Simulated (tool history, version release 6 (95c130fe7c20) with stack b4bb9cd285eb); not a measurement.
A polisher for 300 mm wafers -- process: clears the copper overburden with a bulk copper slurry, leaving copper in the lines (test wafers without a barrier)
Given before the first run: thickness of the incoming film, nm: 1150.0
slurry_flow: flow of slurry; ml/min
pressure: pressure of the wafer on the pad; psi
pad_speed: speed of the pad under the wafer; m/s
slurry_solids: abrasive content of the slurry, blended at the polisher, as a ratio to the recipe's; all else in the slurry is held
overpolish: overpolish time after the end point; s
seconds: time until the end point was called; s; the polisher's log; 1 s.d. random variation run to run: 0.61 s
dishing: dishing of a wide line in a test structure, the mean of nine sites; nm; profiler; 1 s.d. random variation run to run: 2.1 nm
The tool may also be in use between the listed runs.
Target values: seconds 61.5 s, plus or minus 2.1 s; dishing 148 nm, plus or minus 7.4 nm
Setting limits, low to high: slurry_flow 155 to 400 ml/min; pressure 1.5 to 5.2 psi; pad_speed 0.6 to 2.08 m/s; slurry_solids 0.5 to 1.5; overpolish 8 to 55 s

| run | hour | slurry_flow | pressure | pad_speed | slurry_solids | overpolish | seconds | dishing |
|---|---|---|---|---|---|---|---|---|
| 1 | 0 | 255 | 3.3 | 1.34 | 1 | 28 | 86.27 | 129.39 |
| 2 | 1.3 | 255 | 3.6 | 1.34 | 1 | 27 | 80.637 | 139.52 |
| 3 | 7.2 | 255 | 3.6 | 1.46 | 1 | 27 | 74.502 | 140.15 |
| 4 | 8.6 | 255 | 2.8 | 1.46 | 1 | 27 | 86.89 | 125.41 |
| 5 | 13.2 | 255 | 3.2 | 1.48 | 1 | 25 | 79.39 | 127.42 |
| 6 | 20.1 | 255 | 3.5 | 1.48 | 1 | 24 | 74.131 | 129.82 |
|  | 29.1 | worn pad replaced by a new one |
| 7 | 29.1 | 255 | 3.7 | 1.48 | 1 | 24 | 68.063 | 141.44 |
| 8 | 37.4 | 255 | 3.8 | 1.48 | 1 | 23 | 66.506 | 138.48 |

Exactly one of the 4 candidate moves below puts every result within its allowed miss. Which one?
| A | 45.7 | 230 | 3.6 | 1.66 | 1 | 18 | ? | ? |
| B | 45.7 | 235 | 4 | 1.44 | 1 | 18 | ? | ? |
| C | 45.7 | 310 | 4.8 | 1.42 | 0.9 | 35 | ? | ? |
| D | 45.7 | 285 | 4.1 | 1.48 | 1 | 26 | ? | ? |

| move | seconds | dishing |
|---|---|---|
| A | 62.485 | 128.39 |
| B | 66.731 | 126.87 |
| C | 59.558 | 161.69 |
| D | 62.983 | 146.84 |
A: brings the last run's worst result on target, with another outside its allowed miss
B: moves away from the targets compared with the last run
C: brings the last run's worst result on target, with another outside its allowed miss
D: meets every target
Correct choice: D, which meets every target
